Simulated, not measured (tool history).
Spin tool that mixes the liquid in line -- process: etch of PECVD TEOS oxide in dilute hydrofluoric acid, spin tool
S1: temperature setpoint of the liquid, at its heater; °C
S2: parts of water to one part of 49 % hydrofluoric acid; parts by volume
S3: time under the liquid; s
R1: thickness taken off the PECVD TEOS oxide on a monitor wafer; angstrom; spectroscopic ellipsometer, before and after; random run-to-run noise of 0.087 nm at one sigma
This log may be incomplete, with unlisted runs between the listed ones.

| run | hour | S1 | S2 | S3 | R1 |
|---|---|---|---|---|---|
| 1 | 0.0 | 25.0 | 220 | 290 | 136.980 |
| 2 | 1.7 | 25.0 | 295 | 290 | 94.432 |
| 3 | 9.3 | 25.0 | 295 | 290 | 94.739 |
| 4 | 11.7 | 26.0 | 270 | 290 | 109.770 |
| 5 | 16.1 | 27.0 | 250 | 290 | 125.350 |
| 6 | 21.5 | 30.5 | 250 | 290 | 141.330 |
| 7 | 24.4 | 31.0 | 235 | 290 | 154.140 |

Run 8, settings as shown, results not yet in. Your forecast:
| 8 | 30.8 | 31.5 | 220 | 290 | ? |

R1: 170.770 angstrom
